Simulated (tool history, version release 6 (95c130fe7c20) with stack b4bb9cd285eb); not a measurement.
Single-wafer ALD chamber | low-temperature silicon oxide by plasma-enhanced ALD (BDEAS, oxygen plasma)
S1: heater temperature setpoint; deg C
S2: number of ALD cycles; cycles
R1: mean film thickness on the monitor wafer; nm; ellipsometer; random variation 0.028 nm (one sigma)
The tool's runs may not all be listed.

run 1 hour=0 | S1=105 S2=33 | R1=4.935
run 2 hour=1.2 | S1=114 S2=33 | R1=4.8388
run 3 hour=9.6 | S1=123 S2=33 | R1=4.7881
run 4 hour=13.4 | S1=122 S2=34 | R1=4.9155
run 5 hour=19.5 | S1=122 S2=31 | R1=4.4872
run 6 hour=26.7 | S1=122 S2=28 | R1=4.0477
run 7 hour=30.6 | S1=120 S2=30 | R1=4.3546
run 8 hour=34.9 | S1=118 S2=32 | R1=4.6556

Forecast run 9:
run 9 hour=37.2 | S1=117 S2=33 | R1=?

{"run 9": {"R1": 4.82}}

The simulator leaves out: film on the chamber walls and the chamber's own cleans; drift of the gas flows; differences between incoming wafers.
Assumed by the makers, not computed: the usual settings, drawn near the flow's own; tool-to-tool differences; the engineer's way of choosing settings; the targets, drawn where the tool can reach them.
